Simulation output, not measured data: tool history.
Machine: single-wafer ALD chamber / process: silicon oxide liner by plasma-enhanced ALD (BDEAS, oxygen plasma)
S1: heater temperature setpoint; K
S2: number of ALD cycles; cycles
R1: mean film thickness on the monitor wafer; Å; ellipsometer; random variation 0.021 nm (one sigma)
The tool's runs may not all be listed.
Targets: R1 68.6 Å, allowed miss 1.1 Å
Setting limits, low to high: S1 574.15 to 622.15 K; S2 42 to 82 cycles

| run | hour | S1 | S2 | R1 |
|---|---|---|---|---|
| 1 | 0 | 598.15 | 62 | 53.075 |
| 2 | 3 | 598.15 | 57 | 48.718 |
| 3 | 7.8 | 597.15 | 63 | 53.681 |
| 4 | 12.4 | 608.15 | 63 | 53.052 |
| 5 | 20.1 | 599.15 | 63 | 53.745 |
| 6 | 26.9 | 598.15 | 67 | 57.038 |
| 7 | 29.8 | 598.15 | 71 | 60.66 |
| 8 | 32.6 | 598.15 | 73 | 62.157 |
| 9 | 39.1 | 598.15 | 75 | 63.972 |
| 10 | 46.1 | 598.15 | 76 | 64.511 |
| 11 | 50.5 | 597.15 | 77 | 65.807 |
| 12 | 56.7 | 597.15 | 77 | 65.731 |
| 13 | 62.2 | 597.15 | 78 | 66.794 |
| 14 | 65.4 | 597.15 | 79 | 67.857 |

4 candidate next runs follow, results not yet known. Just one meets every target within its allowed miss. Identify it.
| A | 68.6 | 607.15 | 79 | ? |
| B | 68.6 | 598.15 | 76 | ? |
| C | 68.6 | 589.15 | 79 | ? |
| D | 68.6 | 613.15 | 80 | ? |

| move | R1 |
|---|---|
| A | 66.49 |
| B | 64.93 |
| C | 68.496 |
| D | 66.654 |
A: further off than the last run
B: further off than the last run
C: in spec on every target
D: further off than the last run
Move C is the one to make.
